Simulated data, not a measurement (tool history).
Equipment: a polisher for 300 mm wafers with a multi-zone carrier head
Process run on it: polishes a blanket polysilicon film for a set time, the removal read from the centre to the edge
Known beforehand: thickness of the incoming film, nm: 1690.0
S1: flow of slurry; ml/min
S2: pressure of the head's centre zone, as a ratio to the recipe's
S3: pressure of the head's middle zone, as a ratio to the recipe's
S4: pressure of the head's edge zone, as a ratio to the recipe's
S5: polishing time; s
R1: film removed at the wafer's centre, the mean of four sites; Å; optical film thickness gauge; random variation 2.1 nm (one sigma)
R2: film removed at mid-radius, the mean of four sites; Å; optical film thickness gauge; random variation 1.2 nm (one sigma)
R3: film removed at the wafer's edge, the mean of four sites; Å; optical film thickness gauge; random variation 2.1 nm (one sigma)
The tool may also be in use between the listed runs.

run 1 day=0 | S1=280 S2=1 S3=1 S4=1 S5=46 | R1=2710.2 R2=2746.2 R3=2694.4
run 2 day=0.175 | S1=320 S2=1 S3=1 S4=1 S5=46 | R1=2718 R2=2782.9 R3=2702.7
run 3 day=0.267 | S1=320 S2=1 S3=1 S4=1 S5=42 | R1=2564.5 R2=2543.5 R3=2457.9
run 4 day=0.421 | S1=300 S2=0.95 S3=0.95 S4=1.01 S5=38 | R1=2153.2 R2=2209.8 R3=2218.2
run 5 day=0.454 | S1=335 S2=0.95 S3=0.95 S4=1.01 S5=38 | R1=2213.3 R2=2229.1 R3=2271.7
run 6 day=0.571 | S1=325 S2=0.92 S3=0.91 S4=1.02 S5=35 | R1=1932.7 R2=1943 R3=2107.4
run 7 day=0.858 | S1=315 S2=0.9 S3=0.88 S4=1 S5=34 | R1=1855.4 R2=1857.1 R3=1957.9

For run 8, what comes out?
run 8 day=1.088 | S1=310 S2=0.89 S3=0.86 S4=1.01 S5=33 | R1=? R2=? R3=?

R1: 1759.6 Å
R2: 1794.1 Å
R3: 1959.6 Å

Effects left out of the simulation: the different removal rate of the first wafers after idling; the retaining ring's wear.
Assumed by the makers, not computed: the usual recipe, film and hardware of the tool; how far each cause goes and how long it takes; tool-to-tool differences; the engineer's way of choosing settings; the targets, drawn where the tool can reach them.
